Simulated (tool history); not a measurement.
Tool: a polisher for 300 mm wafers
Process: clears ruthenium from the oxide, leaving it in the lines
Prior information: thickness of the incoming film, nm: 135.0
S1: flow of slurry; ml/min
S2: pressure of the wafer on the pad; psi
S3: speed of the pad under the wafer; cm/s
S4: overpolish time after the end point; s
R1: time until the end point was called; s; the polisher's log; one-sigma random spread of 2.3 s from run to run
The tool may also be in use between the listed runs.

run 1 hour=0 | S1=195 S2=1.9 S3=92 S4=36 | R1=151.58
run 2 hour=5.8 | S1=190 S2=1.7 S3=92 S4=36 | R1=164.65
run 3 hour=13 | S1=190 S2=1.7 S3=92 S4=38 | R1=165.96
run 4 hour=14.6 | S1=190 S2=1.7 S3=70 S4=38 | R1=219.68
run 5 hour=19.8 | S1=210 S2=1.7 S3=70 S4=38 | R1=211.87
run 6 hour=22.4 | S1=210 S2=1.7 S3=48 S4=38 | R1=305.84
run 7 hour=25.7 | S1=215 S2=1.8 S3=48 S4=38 | R1=284.03

Estimate the outcome of run 8 from the log above:
-- hour=31.1 slurry nozzle cleaned
run 8 hour=31.1 | S1=220 S2=1.9 S3=48 S4=38 | R1=?

R1: 263.47 s

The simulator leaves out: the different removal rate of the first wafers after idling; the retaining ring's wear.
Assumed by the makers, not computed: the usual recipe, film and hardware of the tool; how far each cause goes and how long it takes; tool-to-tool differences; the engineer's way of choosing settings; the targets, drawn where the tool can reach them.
